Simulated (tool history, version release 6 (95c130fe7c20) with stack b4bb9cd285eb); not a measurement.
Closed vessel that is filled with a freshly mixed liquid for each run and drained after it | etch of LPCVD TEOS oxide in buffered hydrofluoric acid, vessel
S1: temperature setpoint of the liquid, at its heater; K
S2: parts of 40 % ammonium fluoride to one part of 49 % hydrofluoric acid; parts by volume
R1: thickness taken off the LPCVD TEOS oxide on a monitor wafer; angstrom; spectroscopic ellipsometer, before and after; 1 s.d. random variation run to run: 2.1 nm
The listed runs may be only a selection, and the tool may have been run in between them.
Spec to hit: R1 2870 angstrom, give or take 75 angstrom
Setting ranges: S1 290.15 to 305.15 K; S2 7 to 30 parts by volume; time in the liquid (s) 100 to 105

{"run": 1, "day": 0.0, "S1": 297.15, "S2": 19, "time in the liquid (s)": 100, "R1": 1631.9}
{"run": 2, "day": 0.262, "S1": 299.15, "S2": 18.5, "time in the liquid (s)": 100, "R1": 1868.8}
{"run": 3, "day": 0.508, "S1": 299.15, "S2": 18.5, "time in the liquid (s)": 105, "R1": 1973.1}
{"run": 4, "day": 0.55, "S1": 300.65, "S2": 18, "time in the liquid (s)": 105, "R1": 2161.9}
{"run": 5, "day": 0.721, "S1": 301.65, "S2": 17.5, "time in the liquid (s)": 105, "R1": 2391.5}
{"run": 6, "day": 0.8, "S1": 302.65, "S2": 17.5, "time in the liquid (s)": 105, "R1": 2496.4}
{"run": 7, "day": 1.025, "S1": 303.15, "S2": 17.5, "time in the liquid (s)": 105, "R1": 2581.3}
{"run": 8, "day": 1.121, "S1": 303.15, "S2": 17.5, "time in the liquid (s)": 105, "R1": 2540.9}
{"run": 9, "day": 1.467, "S1": 303.65, "S2": 17.5, "time in the liquid (s)": 105, "R1": 2624.9}

Exercise: of the 5 proposed moves below, exactly one satisfies all targets within the stated allowed misses. Which move is it?
{"run": "A", "day": 1.812, "S1": 303.15, "S2": 18, "time in the liquid (s)": 100, "R1": "?"}
{"run": "B", "day": 1.812, "S1": 303.15, "S2": 14, "time in the liquid (s)": 100, "R1": "?"}
{"run": "C", "day": 1.812, "S1": 303.15, "S2": 15.5, "time in the liquid (s)": 105, "R1": "?"}
{"run": "D", "day": 1.812, "S1": 304.65, "S2": 21, "time in the liquid (s)": 105, "R1": "?"}
{"run": "E", "day": 1.812, "S1": 303.65, "S2": 19, "time in the liquid (s)": 100, "R1": "?"}

move=A R1=2367.7
move=B R1=3029.5
move=C R1=2879.1
move=D R1=2345.9
move=E R1=2305.1
A: lands further from the targets than the last run did
B: carries the result that was furthest off beyond its target, to the other side
C: hits every target within its allowed miss
D: lands further from the targets than the last run did
E: lands further from the targets than the last run did
C meets every target.
